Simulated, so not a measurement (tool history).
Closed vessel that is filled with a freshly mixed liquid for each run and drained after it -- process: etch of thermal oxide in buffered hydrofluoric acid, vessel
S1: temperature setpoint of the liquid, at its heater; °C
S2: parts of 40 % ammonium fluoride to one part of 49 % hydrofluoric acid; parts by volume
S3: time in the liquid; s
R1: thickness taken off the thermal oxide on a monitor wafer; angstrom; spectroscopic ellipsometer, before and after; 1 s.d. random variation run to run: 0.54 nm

{"run": 1, "hour": 0.0, "S1": 22, "S2": 22.5, "S3": 90, "R1": 446.15}
{"run": 2, "hour": 1.3, "S1": 18.5, "S2": 22.5, "S3": 90, "R1": 356.94}
{"run": 3, "hour": 2.2, "S1": 20, "S2": 22, "S3": 90, "R1": 402.62}
{"run": 4, "hour": 9.3, "S1": 20, "S2": 22, "S3": 100, "R1": 442.52}
{"run": 5, "hour": 12.4, "S1": 21, "S2": 22, "S3": 100, "R1": 472.65}
{"run": 6, "hour": 16.9, "S1": 21, "S2": 27.5, "S3": 100, "R1": 402.82}
{"run": 7, "hour": 19.4, "S1": 21, "S2": 27.5, "S3": 100, "R1": 405.02}
{"run": 8, "hour": 26.0, "S1": 22, "S2": 27, "S3": 100, "R1": 427.15}
{"run": 9, "hour": 33.8, "S1": 23, "S2": 26, "S3": 100, "R1": 469.75}
{"run": 10, "hour": 36.6, "S1": 24, "S2": 25.5, "S3": 100, "R1": 499.65}
{"run": 11, "hour": 41.1, "S1": 28, "S2": 19.5, "S3": 100, "R1": 754.69}

For run 12, what comes out?
{"run": 12, "hour": 42.6, "S1": 28.5, "S2": 19.5, "S3": 100, "R1": "?"}

R1: 776.71 angstrom

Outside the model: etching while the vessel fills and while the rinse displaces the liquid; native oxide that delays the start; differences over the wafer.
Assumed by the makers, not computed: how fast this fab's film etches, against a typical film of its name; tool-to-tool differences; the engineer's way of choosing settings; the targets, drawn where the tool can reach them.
